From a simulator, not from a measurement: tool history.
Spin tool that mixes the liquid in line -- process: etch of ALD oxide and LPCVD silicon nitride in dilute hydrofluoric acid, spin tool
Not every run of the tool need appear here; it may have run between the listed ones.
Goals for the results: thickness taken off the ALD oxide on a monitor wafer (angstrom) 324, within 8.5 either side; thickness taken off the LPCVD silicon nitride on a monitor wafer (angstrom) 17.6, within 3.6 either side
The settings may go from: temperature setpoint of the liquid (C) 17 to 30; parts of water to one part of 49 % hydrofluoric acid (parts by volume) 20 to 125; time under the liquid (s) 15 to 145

run,hour,temperature setpoint of the liquid (C),parts of water to one part of 49 % hydrofluoric acid (parts by volume),time under the liquid (s),thickness taken off the ALD oxide on a monitor wafer (angstrom),thickness taken off the LPCVD silicon nitride on a monitor wafer (angstrom)
1,0,22,70,75,109.46,5.4565
2,8.5,20,70,75,101.73,4.9126
3,10.7,20,70,105,140.78,7.2425
4,13.6,20,70,75,100.73,4.8607
# hour 16.8: thermometer replaced
5,16.8,20,70,95,120.2,6.0114
6,22.1,20,70,75,95.057,4.3422
7,25.6,24,40,80,217.92,10.738
8,33.2,26,40,80,234.88,11.857

Next run, 4 choices. One meets every target within its allowed miss, the rest don't. Which?
A,40.8,23,50,75,?,?
B,40.8,30,35,95,?,?
C,40.8,26,50,140,?,?
D,40.8,27,50,145,?,?

move,thickness taken off the ALD oxide on a monitor wafer (angstrom),thickness taken off the LPCVD silicon nitride on a monitor wafer (angstrom)
A,155.3,7.558
B,381.52,21.617
C,327.82,17.259
D,353.51,19.099
A: the biggest miss grows against the last run
B: pushes the last run's worst result past its target
C: every result lands within tolerance
D: pushes the last run's worst result past its target
Move C is the one to make.
